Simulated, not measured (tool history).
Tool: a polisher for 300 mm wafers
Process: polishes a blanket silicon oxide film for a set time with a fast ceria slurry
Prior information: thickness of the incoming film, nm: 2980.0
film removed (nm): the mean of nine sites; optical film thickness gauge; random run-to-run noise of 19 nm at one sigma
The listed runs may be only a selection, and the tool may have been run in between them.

run  hour  flow of slurry (ml/min)  pressure of the wafer on the pad (kPa)  speed of the pad under the wafer (m/s)  polishing time (s)  film removed (nm)
  1     0                      175                                    21.4                                    0.98                  58             897.92
  2   4.8                      175                                    18.6                                    0.98                  58             756.95
  3  10.2                      175                                    18.6                                    0.86                  58             687.32
  4  11.9                      175                                    20.7                                    0.86                  58              756.7
  5  17.8                      175                                    22.8                                    0.86                  58             844.83
  6  18.7                      175                                    24.1                                    0.86                  58             863.75
  7  20.2                      175                                    26.2                                    0.86                  58             944.36

What will run 8 give?
  8  25.8                      175                                    27.6                                    0.86                  58                  ?

For run 8 the tool returned film removed (nm) 980.9.

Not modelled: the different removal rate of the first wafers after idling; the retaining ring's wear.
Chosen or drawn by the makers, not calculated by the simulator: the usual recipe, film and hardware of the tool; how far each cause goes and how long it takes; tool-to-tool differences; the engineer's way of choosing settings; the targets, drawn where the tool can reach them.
